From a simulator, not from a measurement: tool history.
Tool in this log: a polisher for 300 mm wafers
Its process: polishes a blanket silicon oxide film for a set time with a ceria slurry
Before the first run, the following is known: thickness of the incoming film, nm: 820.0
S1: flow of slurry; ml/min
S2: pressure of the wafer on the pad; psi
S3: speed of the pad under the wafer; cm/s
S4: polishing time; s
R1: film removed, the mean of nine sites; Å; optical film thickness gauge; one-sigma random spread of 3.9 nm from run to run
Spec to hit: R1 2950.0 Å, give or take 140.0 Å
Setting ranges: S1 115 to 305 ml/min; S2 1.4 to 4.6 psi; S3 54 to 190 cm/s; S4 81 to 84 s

| run | day | S1 | S2 | S3 | S4 | R1 |
|---|---|---|---|---|---|---|
| 1 | 0.000 | 195 | 3.0 | 122 | 81 | 5104.4 |
| 2 | 0.154 | 195 | 3.0 | 96 | 81 | 4198.5 |
| 3 | 0.233 | 215 | 3.0 | 96 | 81 | 4214.3 |
| 4 | 0.525 | 245 | 3.0 | 96 | 81 | 4352.6 |
| 5 | 0.604 | 240 | 2.7 | 94 | 81 | 3817.9 |
| 6 | 0.646 | 240 | 2.7 | 94 | 81 | 3845.9 |
| 7 | 0.817 | 240 | 2.5 | 94 | 81 | 3676.6 |
| 8 | 1.188 | 240 | 2.5 | 94 | 81 | 3664.1 |
|  | 1.325 | head pressure recalibrated |
| 9 | 1.325 | 240 | 2.3 | 94 | 81 | 3119.4 |
| 10 | 1.558 | 235 | 2.3 | 94 | 81 | 3096.5 |
| 11 | 1.588 | 230 | 2.3 | 94 | 81 | 3121.4 |
| 12 | 1.654 | 225 | 2.3 | 94 | 81 | 3128.5 |
| 13 | 1.792 | 220 | 2.3 | 94 | 81 | 3174.4 |

4 next moves are on the table. One of them brings every result within its allowed miss. Which?
| A | 1.929 | 195 | 2.6 | 80 | 81 | ? |
| B | 1.929 | 210 | 2.3 | 106 | 81 | ? |
| C | 1.929 | 250 | 2.4 | 100 | 84 | ? |
| D | 1.929 | 225 | 2.1 | 88 | 81 | ? |

| move | R1 |
|---|---|
| A | 2967.7 |
| B | 3402.1 |
| C | 3547.9 |
| D | 2707.3 |
A: all results land within tolerance of their targets
B: lands further from the targets than the last run did
C: lands further from the targets than the last run did
D: takes the biggest miss from the last run beyond its target
A is the move that brings every result within its allowed miss.
